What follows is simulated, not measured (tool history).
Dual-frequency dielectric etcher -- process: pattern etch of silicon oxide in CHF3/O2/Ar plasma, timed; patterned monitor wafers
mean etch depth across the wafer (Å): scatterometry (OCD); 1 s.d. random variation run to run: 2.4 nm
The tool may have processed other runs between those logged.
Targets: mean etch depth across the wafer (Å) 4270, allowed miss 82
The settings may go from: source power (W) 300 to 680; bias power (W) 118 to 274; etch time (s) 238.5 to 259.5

run,hour,source power (W),bias power (W),etch time (s),mean etch depth across the wafer (Å)
1,0,490,196,259.5,5147.9
2,3.5,450,188,258.5,4943.1
3,10.6,420,179,257,4766.7
4,11.7,400,172,256,4605.1
5,16.8,400,202,256,4814.4
6,24.6,380,194,254.5,4678.2
7,31.4,380,194,254.5,4617.9
8,35.2,360,192,254,4552.3
9,43.4,350,189,253.5,4497.6
10,47.2,340,187,253,4407.1
11,54.9,340,187,253,4439.1
12,56.9,330,185,253,4359.3

Pick the move, out of 5, that brings all results within their allowed miss; only one does.
A,58.9,330,214,247,?
B,58.9,300,197,259.5,?
C,58.9,340,201,238.5,?
D,58.9,350,211,251,?
E,58.9,370,212,243,?

move,mean etch depth across the wafer (Å)
A,4499.5
B,4465.4
C,4292.5
D,4633.5
E,4571.4
A: moves away from the targets compared with the last run
B: moves away from the targets compared with the last run
C: all results in spec
D: moves away from the targets compared with the last run
E: moves away from the targets compared with the last run
Answer: C
